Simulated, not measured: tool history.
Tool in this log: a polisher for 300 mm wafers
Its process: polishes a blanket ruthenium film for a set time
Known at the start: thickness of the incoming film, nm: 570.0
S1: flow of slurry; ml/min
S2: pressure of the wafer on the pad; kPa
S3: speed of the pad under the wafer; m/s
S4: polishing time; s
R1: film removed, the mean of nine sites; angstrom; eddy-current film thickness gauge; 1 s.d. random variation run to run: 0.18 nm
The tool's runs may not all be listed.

run,day,S1,S2,S3,S4,R1
1,0,120,19.3,1,62,759.95
2,0.025,120,19.3,1.2,62,917.5
3,0.108,120,19.3,1.36,62,1041.3
4,0.179,105,15.9,1.12,62,720.1
5,0.404,105,15.9,0.98,62,634.47
6,0.633,105,17.9,0.98,62,693.3

Run 7, settings as shown, results not yet in. Your forecast:
7,0.846,100,15.2,0.82,62,?

{"run 7": {"R1": 506.63}}
